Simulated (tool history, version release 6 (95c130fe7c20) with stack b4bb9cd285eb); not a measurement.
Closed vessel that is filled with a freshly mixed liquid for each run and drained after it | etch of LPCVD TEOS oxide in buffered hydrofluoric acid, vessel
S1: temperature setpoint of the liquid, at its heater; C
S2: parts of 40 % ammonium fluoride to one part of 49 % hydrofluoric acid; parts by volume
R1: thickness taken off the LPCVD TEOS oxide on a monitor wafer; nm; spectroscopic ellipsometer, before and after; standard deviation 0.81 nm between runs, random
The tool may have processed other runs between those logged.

run 1 hour=0 | S1=23 S2=13.5 time_in_the_liquid_(s)=90 | R1=115.21
run 2 hour=8.4 | S1=22.5 S2=13.5 time_in_the_liquid_(s)=90 | R1=116.14
run 3 hour=17.3 | S1=22.5 S2=13.5 time_in_the_liquid_(s)=90 | R1=114.18
run 4 hour=21 | S1=24.5 S2=13.5 time_in_the_liquid_(s)=90 | R1=126.2
run 5 hour=28.9 | S1=24 S2=13.5 time_in_the_liquid_(s)=90 | R1=125.86
run 6 hour=31.1 | S1=24 S2=13.5 time_in_the_liquid_(s)=95 | R1=131.96

Run 7, settings as shown, results not yet in. Your forecast:
run 7 hour=34.3 | S1=23.5 S2=13.5 time_in_the_liquid_(s)=95 | R1=?

{"run 7": {"R1": 126.55}}
